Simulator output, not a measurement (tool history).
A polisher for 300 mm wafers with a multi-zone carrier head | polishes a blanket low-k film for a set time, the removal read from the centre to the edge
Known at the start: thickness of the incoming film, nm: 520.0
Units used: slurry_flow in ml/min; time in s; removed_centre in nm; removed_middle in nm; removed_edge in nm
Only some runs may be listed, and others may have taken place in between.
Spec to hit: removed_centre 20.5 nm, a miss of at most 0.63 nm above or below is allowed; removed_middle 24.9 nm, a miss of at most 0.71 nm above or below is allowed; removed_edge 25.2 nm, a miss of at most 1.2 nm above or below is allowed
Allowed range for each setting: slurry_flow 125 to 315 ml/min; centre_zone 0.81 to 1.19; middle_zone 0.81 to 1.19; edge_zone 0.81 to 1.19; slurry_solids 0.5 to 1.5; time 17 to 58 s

run 1 hour=0 | slurry_flow=205 centre_zone=1 middle_zone=1 edge_zone=1 slurry_solids=1 time=37 | removed_centre=16.971 removed_middle=17.545 removed_edge=16.89
run 2 hour=8.7 | slurry_flow=205 centre_zone=1 middle_zone=1.04 edge_zone=1 slurry_solids=1 time=37 | removed_centre=17.226 removed_middle=18.344 removed_edge=16.99
run 3 hour=11.6 | slurry_flow=205 centre_zone=0.98 middle_zone=1.04 edge_zone=1.04 slurry_solids=1.1 time=38 | removed_centre=18.14 removed_middle=19.363 removed_edge=18.381
run 4 hour=17.5 | slurry_flow=205 centre_zone=0.98 middle_zone=1.04 edge_zone=1.1 slurry_solids=1.1 time=38 | removed_centre=17.997 removed_middle=19.249 removed_edge=19.13
run 5 hour=18.8 | slurry_flow=205 centre_zone=0.95 middle_zone=1.05 edge_zone=1.12 slurry_solids=1.2 time=39 | removed_centre=18.435 removed_middle=20.447 removed_edge=20.299
run 6 hour=21.3 | slurry_flow=205 centre_zone=0.95 middle_zone=1.05 edge_zone=1.12 slurry_solids=1.35 time=39 | removed_centre=19.091 removed_middle=21.424 removed_edge=20.979
run 7 hour=28.1 | slurry_flow=210 centre_zone=0.93 middle_zone=1.05 edge_zone=1.14 slurry_solids=1.4 time=40 | removed_centre=19.566 removed_middle=21.827 removed_edge=21.997
run 8 hour=32.8 | slurry_flow=210 centre_zone=0.92 middle_zone=1.06 edge_zone=1.15 slurry_solids=1.4 time=41 | removed_centre=19.786 removed_middle=22.923 removed_edge=22.509
run 9 hour=34.7 | slurry_flow=210 centre_zone=0.91 middle_zone=1.06 edge_zone=1.16 slurry_solids=1.4 time=42 | removed_centre=19.983 removed_middle=23.643 removed_edge=23.604
run 10 hour=41.8 | slurry_flow=215 centre_zone=0.9 middle_zone=1.06 edge_zone=1.17 slurry_solids=1.4 time=42 | removed_centre=19.883 removed_middle=23.664 removed_edge=23.698
run 11 hour=46 | slurry_flow=220 centre_zone=0.89 middle_zone=1.06 edge_zone=1.17 slurry_solids=1.4 time=42 | removed_centre=19.559 removed_middle=23.899 removed_edge=23.361
run 12 hour=48.8 | slurry_flow=215 centre_zone=0.89 middle_zone=1.06 edge_zone=1.17 slurry_solids=1.4 time=42 | removed_centre=19.817 removed_middle=23.46 removed_edge=23.08

Exactly one of the 5 candidate moves below puts every result within its allowed miss. Which one?
run A hour=51.6 | slurry_flow=180 centre_zone=0.81 middle_zone=0.92 edge_zone=1.19 slurry_solids=1.5 time=49 | removed_centre=? removed_middle=? removed_edge=?
run B hour=51.6 | slurry_flow=205 centre_zone=0.83 middle_zone=0.95 edge_zone=1.19 slurry_solids=1.5 time=50 | removed_centre=? removed_middle=? removed_edge=?
run C hour=51.6 | slurry_flow=205 centre_zone=0.81 middle_zone=1.07 edge_zone=1.19 slurry_solids=1.5 time=43 | removed_centre=? removed_middle=? removed_edge=?
run D hour=51.6 | slurry_flow=220 centre_zone=0.84 middle_zone=1.15 edge_zone=1.14 slurry_solids=1.4 time=46 | removed_centre=? removed_middle=? removed_edge=?
run E hour=51.6 | slurry_flow=270 centre_zone=0.87 middle_zone=1.07 edge_zone=1.19 slurry_solids=1.1 time=47 | removed_centre=? removed_middle=? removed_edge=?

move=A removed_centre=21.099 removed_middle=24.614 removed_edge=27.799
move=B removed_centre=22.489 removed_middle=26.075 removed_edge=28.712
move=C removed_centre=18.883 removed_middle=24.269 removed_edge=24.661
move=D removed_centre=20.703 removed_middle=26.906 removed_edge=25.375
move=E removed_centre=20.706 removed_middle=24.665 removed_edge=24.88
A: brings the result that was furthest off to its target, and leaves another outside
B: takes the result that was furthest off past its target
C: brings the result that was furthest off to its target, and leaves another outside
D: takes the result that was furthest off past its target
E: every result lands within tolerance
Go with E: it meets all targets.
